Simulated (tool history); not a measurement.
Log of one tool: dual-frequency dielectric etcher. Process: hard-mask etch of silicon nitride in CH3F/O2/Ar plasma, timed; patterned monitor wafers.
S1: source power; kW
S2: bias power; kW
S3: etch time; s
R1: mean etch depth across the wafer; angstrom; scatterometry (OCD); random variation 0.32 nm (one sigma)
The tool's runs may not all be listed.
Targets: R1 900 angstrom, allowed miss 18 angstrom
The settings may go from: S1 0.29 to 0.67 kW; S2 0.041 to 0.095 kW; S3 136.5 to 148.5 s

run	hour	S1	S2	S3	R1
1	0	0.48	0.068	148.5	995.18
2	4.9	0.48	0.076	148.5	1030.6
3	6.3	0.45	0.075	148.5	1007.6
4	8.6	0.42	0.074	148.5	978.6
5	12.4	0.5	0.074	148.5	1033.4
6	21	0.46	0.072	148	997.84
7	27.6	0.43	0.071	148	980.42
8	29.7	0.33	0.065	147	874.26

Which of these 5 next moves meets every target?
A	31.8	0.38	0.065	136.5	?
B	31.8	0.33	0.071	145.5	?
C	31.8	0.29	0.081	136.5	?
D	31.8	0.31	0.069	138.5	?
E	31.8	0.32	0.057	146.5	?

move	R1
A	851.12
B	901.16
C	856.82
D	837.4
E	840.58
A: further off than the last run
B: meets every target
C: further off than the last run
D: further off than the last run
E: further off than the last run
Answer: B
